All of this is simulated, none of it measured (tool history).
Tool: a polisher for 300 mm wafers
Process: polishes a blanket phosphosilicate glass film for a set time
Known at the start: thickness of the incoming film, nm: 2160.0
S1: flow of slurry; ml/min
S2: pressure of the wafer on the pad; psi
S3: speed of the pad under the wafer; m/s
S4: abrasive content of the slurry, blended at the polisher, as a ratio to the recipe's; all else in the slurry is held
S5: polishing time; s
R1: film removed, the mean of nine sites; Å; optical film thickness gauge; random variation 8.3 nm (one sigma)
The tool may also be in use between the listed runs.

{"run": 1, "hour": 0.0, "S1": 280, "S2": 2.8, "S3": 1.18, "S4": 1, "S5": 109, "R1": 11284}
{"run": 2, "hour": 1.2, "S1": 280, "S2": 2.8, "S3": 1.3, "S4": 1, "S5": 109, "R1": 11936}
{"run": 3, "hour": 5.5, "S1": 280, "S2": 2.4, "S3": 1.26, "S4": 1, "S5": 109, "R1": 10766}
{"run": 4, "hour": 9.6, "S1": 280, "S2": 2.4, "S3": 1.12, "S4": 1, "S5": 109, "R1": 9763.1}
{"run": 5, "hour": 15.6, "S1": 280, "S2": 2.4, "S3": 1.12, "S4": 1, "S5": 115, "R1": 10131}
{"run": 6, "hour": 18.0, "S1": 280, "S2": 2.7, "S3": 1.12, "S4": 1, "S5": 115, "R1": 11116}
{"run": 7, "hour": 21.5, "S1": 280, "S2": 2.3, "S3": 1.06, "S4": 1, "S5": 115, "R1": 9646.9}
{"hour": 27.3, "done": "head pressure recalibrated"}
{"run": 8, "hour": 27.3, "S1": 280, "S2": 2, "S3": 1.02, "S4": 1, "S5": 115, "R1": 8135.8}
{"run": 9, "hour": 27.8, "S1": 280, "S2": 1.8, "S3": 1.02, "S4": 1, "S5": 115, "R1": 7600.5}
{"run": 10, "hour": 33.6, "S1": 280, "S2": 1.8, "S3": 1.02, "S4": 1, "S5": 115, "R1": 7588.3}
{"run": 11, "hour": 36.0, "S1": 280, "S2": 1.7, "S3": 1.02, "S4": 1, "S5": 115, "R1": 7252}

Forecast run 12:
{"run": 12, "hour": 36.7, "S1": 280, "S2": 1.6, "S3": 1.02, "S4": 1, "S5": 115, "R1": "?"}

Run 12 gave R1 7239.5 Å.
